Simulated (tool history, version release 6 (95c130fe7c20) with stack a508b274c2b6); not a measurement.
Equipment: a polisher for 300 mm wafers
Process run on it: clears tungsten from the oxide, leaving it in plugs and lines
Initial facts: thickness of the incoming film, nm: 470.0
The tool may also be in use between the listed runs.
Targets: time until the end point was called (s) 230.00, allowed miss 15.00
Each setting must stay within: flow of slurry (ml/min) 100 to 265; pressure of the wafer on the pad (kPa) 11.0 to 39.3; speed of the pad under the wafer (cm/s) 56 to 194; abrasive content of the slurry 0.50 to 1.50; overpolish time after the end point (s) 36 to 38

| run | hour | flow of slurry (ml/min) | pressure of the wafer on the pad (kPa) | speed of the pad under the wafer (cm/s) | abrasive content of the slurry | overpolish time after the end point (s) | time until the end point was called (s) |
|---|---|---|---|---|---|---|---|
| 1 | 0.0 | 170 | 24.8 | 124 | 1.00 | 36 | 129.97 |
| 2 | 5.2 | 170 | 20.7 | 120 | 1.00 | 36 | 163.24 |
| 3 | 12.5 | 170 | 20.7 | 120 | 0.90 | 36 | 162.31 |
| 4 | 16.5 | 170 | 20.7 | 144 | 0.90 | 36 | 134.27 |
| 5 | 20.1 | 170 | 20.7 | 144 | 1.05 | 36 | 130.57 |
| 6 | 22.1 | 170 | 20.7 | 144 | 1.20 | 36 | 120.77 |
| 7 | 22.7 | 170 | 17.2 | 134 | 1.20 | 36 | 165.43 |
|  | 30.8 | slurry tank refilled with fresh slurry and peroxide |
| 8 | 30.8 | 170 | 15.2 | 134 | 1.20 | 36 | 141.99 |
| 9 | 39.6 | 165 | 14.5 | 116 | 1.20 | 36 | 170.31 |
| 10 | 44.3 | 165 | 13.1 | 104 | 1.20 | 36 | 203.04 |
| 11 | 46.6 | 165 | 13.1 | 104 | 1.20 | 36 | 206.19 |

Next run, 4 choices. One meets every target within its allowed miss, the rest don't. Which?
| A | 48.9 | 180 | 12.4 | 132 | 0.65 | 38 | ? |
| B | 48.9 | 175 | 11.0 | 128 | 1.25 | 36 | ? |
| C | 48.9 | 170 | 13.8 | 122 | 1.25 | 38 | ? |
| D | 48.9 | 175 | 13.1 | 92 | 1.10 | 36 | ? |

| move | time until the end point was called (s) |
|---|---|
| A | 200.10 |
| B | 196.67 |
| C | 167.82 |
| D | 237.71 |
A: its largest miss is bigger than the last run's
B: its largest miss is bigger than the last run's
C: its largest miss is bigger than the last run's
D: all results in spec
The right move is D.
